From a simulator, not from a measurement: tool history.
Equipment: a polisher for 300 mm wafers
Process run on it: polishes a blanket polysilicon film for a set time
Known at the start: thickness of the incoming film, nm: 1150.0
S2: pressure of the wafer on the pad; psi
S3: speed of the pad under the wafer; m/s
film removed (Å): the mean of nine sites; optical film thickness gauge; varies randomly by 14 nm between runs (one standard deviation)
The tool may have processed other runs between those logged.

{"run": 1, "hour": 0.0, "flow of slurry (ml/min)": 140, "S2": 3.5, "S3": 0.9, "polishing time (s)": 61, "film removed (Å)": 5243.6}
{"run": 2, "hour": 6.6, "flow of slurry (ml/min)": 140, "S2": 3.5, "S3": 1.1, "polishing time (s)": 61, "film removed (Å)": 6407.6}
{"run": 3, "hour": 14.5, "flow of slurry (ml/min)": 140, "S2": 3.9, "S3": 1.1, "polishing time (s)": 61, "film removed (Å)": 7032.7}
{"run": 4, "hour": 16.6, "flow of slurry (ml/min)": 140, "S2": 3.9, "S3": 1.1, "polishing time (s)": 61, "film removed (Å)": 6811.4}
{"run": 5, "hour": 22.1, "flow of slurry (ml/min)": 140, "S2": 4.3, "S3": 1.12, "polishing time (s)": 61, "film removed (Å)": 7768.1}
{"run": 6, "hour": 23.0, "flow of slurry (ml/min)": 140, "S2": 4.6, "S3": 1.12, "polishing time (s)": 61, "film removed (Å)": 8252.7}
{"run": 7, "hour": 31.4, "flow of slurry (ml/min)": 140, "S2": 4.8, "S3": 1.12, "polishing time (s)": 61, "film removed (Å)": 8716}

Expected results for the next run?
{"run": 8, "hour": 38.9, "flow of slurry (ml/min)": 140, "S2": 4.9, "S3": 1.12, "polishing time (s)": 61, "film removed (Å)": "?"}

{"run 8": {"film removed (Å)": 8853.1}}
